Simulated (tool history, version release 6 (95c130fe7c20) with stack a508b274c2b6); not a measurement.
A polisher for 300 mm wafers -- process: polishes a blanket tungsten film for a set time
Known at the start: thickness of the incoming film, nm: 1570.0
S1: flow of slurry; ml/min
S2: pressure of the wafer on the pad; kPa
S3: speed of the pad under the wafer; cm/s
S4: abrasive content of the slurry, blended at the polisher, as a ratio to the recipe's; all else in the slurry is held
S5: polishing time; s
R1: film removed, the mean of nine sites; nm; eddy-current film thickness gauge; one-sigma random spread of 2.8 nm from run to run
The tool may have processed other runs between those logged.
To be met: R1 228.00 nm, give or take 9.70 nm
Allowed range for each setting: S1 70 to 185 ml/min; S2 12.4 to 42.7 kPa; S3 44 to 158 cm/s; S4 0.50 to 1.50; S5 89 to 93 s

| run | hour | S1 | S2 | S3 | S4 | S5 | R1 |
|---|---|---|---|---|---|---|---|
| 1 | 0.0 | 120 | 27.6 | 100 | 1.00 | 89 | 391.53 |
| 2 | 8.8 | 115 | 24.1 | 100 | 1.00 | 89 | 349.81 |
| 3 | 14.8 | 115 | 24.1 | 100 | 0.80 | 89 | 327.86 |
| 4 | 17.8 | 115 | 21.4 | 100 | 0.80 | 89 | 288.81 |
| 5 | 21.2 | 115 | 20.0 | 100 | 0.80 | 89 | 269.83 |
| 6 | 28.2 | 115 | 20.0 | 100 | 0.95 | 89 | 287.71 |
| 7 | 35.1 | 115 | 18.6 | 100 | 0.95 | 89 | 265.16 |
| 8 | 43.6 | 115 | 18.6 | 100 | 0.95 | 89 | 265.71 |
| 9 | 51.0 | 115 | 17.9 | 100 | 0.95 | 89 | 253.33 |
|  | 55.9 | head pressure recalibrated |
| 10 | 55.9 | 115 | 17.9 | 100 | 0.95 | 89 | 247.27 |
| 11 | 62.5 | 115 | 17.9 | 100 | 0.95 | 89 | 243.52 |

Consider the 5 candidate settings below. Which is the only one whose results all fall within their allowed miss of target?
| A | 69.1 | 110 | 17.2 | 116 | 0.95 | 91 | ? |
| B | 69.1 | 110 | 18.6 | 102 | 0.90 | 91 | ? |
| C | 69.1 | 115 | 17.9 | 94 | 0.90 | 90 | ? |
| D | 69.1 | 110 | 25.5 | 80 | 0.85 | 89 | ? |
| E | 69.1 | 125 | 20.7 | 88 | 0.80 | 93 | ? |

| move | R1 |
|---|---|
| A | 269.81 |
| B | 252.80 |
| C | 224.62 |
| D | 260.97 |
| E | 246.10 |
A: further off than the last run
B: further off than the last run
C: each result inside its tolerance
D: further off than the last run
E: further off than the last run
The right move is C.
